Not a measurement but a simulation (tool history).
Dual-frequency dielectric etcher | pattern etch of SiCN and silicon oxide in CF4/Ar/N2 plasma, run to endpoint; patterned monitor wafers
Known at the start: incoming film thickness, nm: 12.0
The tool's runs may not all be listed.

run 1 hour=0.0 | source_power_(kW)=0.410 bias_power_(kW)=0.057 Ar_flow_(sccm)=127 CF4_flow_(sccm)=44 | endpoint_time_(s)=18.340
run 2 hour=3.3 | source_power_(kW)=0.410 bias_power_(kW)=0.048 Ar_flow_(sccm)=127 CF4_flow_(sccm)=44 | endpoint_time_(s)=19.484
run 3 hour=10.0 | source_power_(kW)=0.370 bias_power_(kW)=0.048 Ar_flow_(sccm)=127 CF4_flow_(sccm)=44 | endpoint_time_(s)=21.276
run 4 hour=16.8 | source_power_(kW)=0.340 bias_power_(kW)=0.048 Ar_flow_(sccm)=127 CF4_flow_(sccm)=44 | endpoint_time_(s)=22.820
run 5 hour=22.8 | source_power_(kW)=0.340 bias_power_(kW)=0.048 Ar_flow_(sccm)=144 CF4_flow_(sccm)=44 | endpoint_time_(s)=23.434
run 6 hour=28.2 | source_power_(kW)=0.340 bias_power_(kW)=0.048 Ar_flow_(sccm)=144 CF4_flow_(sccm)=48 | endpoint_time_(s)=23.274
run 7 hour=36.5 | source_power_(kW)=0.260 bias_power_(kW)=0.047 Ar_flow_(sccm)=144 CF4_flow_(sccm)=48 | endpoint_time_(s)=29.334

Forecast run 8:
run 8 hour=40.1 | source_power_(kW)=0.270 bias_power_(kW)=0.047 Ar_flow_(sccm)=144 CF4_flow_(sccm)=48 | endpoint_time_(s)=?

Run 8 gave endpoint time (s) 28.346.
